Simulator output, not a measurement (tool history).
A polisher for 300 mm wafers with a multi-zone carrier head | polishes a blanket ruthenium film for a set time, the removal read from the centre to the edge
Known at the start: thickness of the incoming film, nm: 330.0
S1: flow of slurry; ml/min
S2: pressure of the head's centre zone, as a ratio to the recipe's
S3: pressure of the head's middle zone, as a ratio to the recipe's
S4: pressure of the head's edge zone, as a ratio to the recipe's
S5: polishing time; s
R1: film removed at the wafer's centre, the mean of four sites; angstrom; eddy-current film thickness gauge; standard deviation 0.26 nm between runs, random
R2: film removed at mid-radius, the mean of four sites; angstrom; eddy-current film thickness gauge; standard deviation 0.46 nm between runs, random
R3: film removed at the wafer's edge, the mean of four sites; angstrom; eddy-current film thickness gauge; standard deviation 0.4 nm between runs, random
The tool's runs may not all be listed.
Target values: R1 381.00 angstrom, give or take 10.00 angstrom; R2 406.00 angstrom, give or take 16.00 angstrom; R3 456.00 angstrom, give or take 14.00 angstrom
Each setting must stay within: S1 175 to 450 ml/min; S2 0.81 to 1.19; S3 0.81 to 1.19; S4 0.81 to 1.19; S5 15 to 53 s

run 1 hour=0.0 | S1=290 S2=1.00 S3=1.00 S4=1.00 S5=34 | R1=563.78 R2=575.59 R3=556.88
run 2 hour=1.3 | S1=285 S2=0.97 S3=0.97 S4=1.00 S5=33 | R1=538.07 R2=544.69 R3=533.14
run 3 hour=8.0 | S1=285 S2=0.97 S3=0.97 S4=1.08 S5=33 | R1=533.50 R2=550.73 R3=552.83
run 4 hour=11.4 | S1=285 S2=1.05 S3=0.97 S4=1.08 S5=33 | R1=575.89 R2=545.02 R3=556.36
run 5 hour=16.7 | S1=285 S2=1.05 S3=0.97 S4=1.12 S5=33 | R1=578.35 R2=532.79 R3=559.42
run 6 hour=22.8 | S1=280 S2=1.02 S3=0.95 S4=1.13 S5=32 | R1=545.28 R2=516.14 R3=551.21
run 7 hour=25.1 | S1=275 S2=0.99 S3=0.93 S4=1.12 S5=31 | R1=505.67 R2=484.67 R3=534.51
run 8 hour=32.5 | S1=250 S2=0.89 S3=0.86 S4=1.02 S5=28 | R1=407.52 R2=406.93 R3=456.44
run 9 hour=36.1 | S1=245 S2=0.88 S3=0.86 S4=1.02 S5=28 | R1=404.64 R2=405.93 R3=451.43
run 10 hour=41.1 | S1=240 S2=0.87 S3=0.86 S4=1.03 S5=28 | R1=395.11 R2=411.35 R3=464.63
run 11 hour=47.1 | S1=235 S2=0.87 S3=0.86 S4=1.03 S5=28 | R1=395.01 R2=407.03 R3=456.48
run 12 hour=55.5 | S1=230 S2=0.87 S3=0.86 S4=1.03 S5=28 | R1=392.68 R2=411.27 R3=459.60
run 13 hour=60.2 | S1=225 S2=0.87 S3=0.86 S4=1.03 S5=28 | R1=392.14 R2=403.65 R3=453.22

Consider the 4 candidate settings below. Which is the only one whose results all fall within their allowed miss of target?
run A hour=64.9 | S1=230 S2=0.89 S3=0.84 S4=1.16 S5=29 | R1=? R2=? R3=?
run B hour=64.9 | S1=175 S2=0.87 S3=0.93 S4=0.98 S5=27 | R1=? R2=? R3=?
run C hour=64.9 | S1=285 S2=0.85 S3=0.88 S4=1.10 S5=27 | R1=? R2=? R3=?
run D hour=64.9 | S1=285 S2=0.88 S3=0.90 S4=1.02 S5=26 | R1=? R2=? R3=?

move=A R1=416.15 R2=418.09 R3=495.06
move=B R1=364.56 R2=409.25 R3=412.71
move=C R1=379.27 R2=413.67 R3=456.00
move=D R1=378.28 R2=405.82 R3=422.91
A: the biggest miss grows against the last run
B: moves the result that the last run missed by most past its target, out the other side
C: in spec on every target
D: gets the furthest-off result to its target, but another result is out of tolerance
Answer: C
